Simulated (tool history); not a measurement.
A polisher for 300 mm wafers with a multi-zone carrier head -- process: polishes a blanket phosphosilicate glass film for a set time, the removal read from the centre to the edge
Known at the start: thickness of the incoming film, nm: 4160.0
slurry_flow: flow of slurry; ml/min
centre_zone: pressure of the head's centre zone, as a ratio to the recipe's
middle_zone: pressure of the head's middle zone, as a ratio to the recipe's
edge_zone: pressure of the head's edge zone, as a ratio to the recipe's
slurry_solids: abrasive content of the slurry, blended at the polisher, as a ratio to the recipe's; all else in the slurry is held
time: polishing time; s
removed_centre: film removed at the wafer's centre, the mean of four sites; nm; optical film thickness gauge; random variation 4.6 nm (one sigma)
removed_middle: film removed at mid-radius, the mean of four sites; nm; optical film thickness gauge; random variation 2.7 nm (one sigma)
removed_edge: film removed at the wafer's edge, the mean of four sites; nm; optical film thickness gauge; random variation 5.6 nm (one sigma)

Run 1, day 0.000: slurry_flow 260 ml/min, centre_zone 1.00, middle_zone 1.00, edge_zone 1.00, slurry_solids 1.0, time 49 s. Result: removed_centre 367.30 nm, removed_middle 358.41 nm, removed_edge 365.37 nm.
Run 2, day 0.346: slurry_flow 285 ml/min, centre_zone 1.00, middle_zone 1.00, edge_zone 1.00, slurry_solids 1.0, time 49 s. Result: removed_centre 374.26 nm, removed_middle 357.48 nm, removed_edge 368.47 nm.
Run 3, day 0.454: slurry_flow 285 ml/min, centre_zone 0.97, middle_zone 1.00, edge_zone 1.00, slurry_solids 1.0, time 49 s. Result: removed_centre 363.65 nm, removed_middle 358.01 nm, removed_edge 373.47 nm.
Run 4, day 0.646: slurry_flow 285 ml/min, centre_zone 0.97, middle_zone 1.00, edge_zone 0.92, slurry_solids 1.0, time 49 s. Result: removed_centre 367.92 nm, removed_middle 357.29 nm, removed_edge 357.84 nm.
Run 5, day 0.671: slurry_flow 285 ml/min, centre_zone 0.97, middle_zone 1.00, edge_zone 0.92, slurry_solids 1.0, time 54 s. Result: removed_centre 397.79 nm, removed_middle 396.78 nm, removed_edge 392.93 nm.
Run 6, day 0.925: slurry_flow 295 ml/min, centre_zone 0.98, middle_zone 0.99, edge_zone 0.93, slurry_solids 1.0, time 54 s. Result: removed_centre 410.15 nm, removed_middle 392.68 nm, removed_edge 394.30 nm.
Run 7, day 0.954: slurry_flow 305 ml/min, centre_zone 0.99, middle_zone 0.98, edge_zone 0.94, slurry_solids 1.0, time 54 s. Result: removed_centre 404.86 nm, removed_middle 393.09 nm, removed_edge 394.54 nm.
Run 8, day 1.046: slurry_flow 300 ml/min, centre_zone 1.01, middle_zone 0.97, edge_zone 0.96, slurry_solids 1.0, time 54 s. Result: removed_centre 420.80 nm, removed_middle 390.91 nm, removed_edge 412.22 nm.

What will run 9 give?
Run 9, day 1.250: slurry_flow 320 ml/min, centre_zone 1.06, middle_zone 0.96, edge_zone 0.97, slurry_solids 1.0, time 54 s. Result: removed_centre ?, removed_middle ?, removed_edge ?.

removed_centre: 439.86 nm
removed_middle: 392.01 nm
removed_edge: 398.34 nm
